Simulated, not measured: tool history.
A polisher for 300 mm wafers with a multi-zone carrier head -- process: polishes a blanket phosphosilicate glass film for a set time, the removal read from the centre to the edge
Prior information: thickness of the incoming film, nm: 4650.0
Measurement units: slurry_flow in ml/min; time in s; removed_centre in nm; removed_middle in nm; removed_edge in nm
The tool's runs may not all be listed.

run 1 hour=0.0 | slurry_flow=275 centre_zone=1.00 middle_zone=1.00 edge_zone=1.00 slurry_solids=1.00 time=53 | removed_centre=452.37 removed_middle=467.31 removed_edge=458.05
run 2 hour=2.8 | slurry_flow=275 centre_zone=1.00 middle_zone=0.92 edge_zone=1.00 slurry_solids=1.00 time=53 | removed_centre=452.66 removed_middle=439.75 removed_edge=455.88
run 3 hour=7.2 | slurry_flow=275 centre_zone=1.00 middle_zone=0.92 edge_zone=1.00 slurry_solids=1.00 time=66 | removed_centre=559.29 removed_middle=530.90 removed_edge=564.27
run 4 hour=14.1 | slurry_flow=275 centre_zone=1.00 middle_zone=0.84 edge_zone=1.00 slurry_solids=1.00 time=66 | removed_centre=560.06 removed_middle=495.42 removed_edge=572.01
run 5 hour=16.3 | slurry_flow=275 centre_zone=1.00 middle_zone=0.84 edge_zone=1.00 slurry_solids=0.90 time=66 | removed_centre=540.66 removed_middle=486.03 removed_edge=537.60
run 6 hour=21.2 | slurry_flow=280 centre_zone=1.01 middle_zone=0.89 edge_zone=1.01 slurry_solids=0.95 time=66 | removed_centre=555.87 removed_middle=501.87 removed_edge=552.54

Run 7 comes next. What will it give?
run 7 hour=26.6 | slurry_flow=290 centre_zone=0.95 middle_zone=0.99 edge_zone=0.94 slurry_solids=1.20 time=68 | removed_centre=? removed_middle=? removed_edge=?

Run 7 yielded removed_centre 602.32 nm, removed_middle 629.70 nm, removed_edge 616.43 nm.
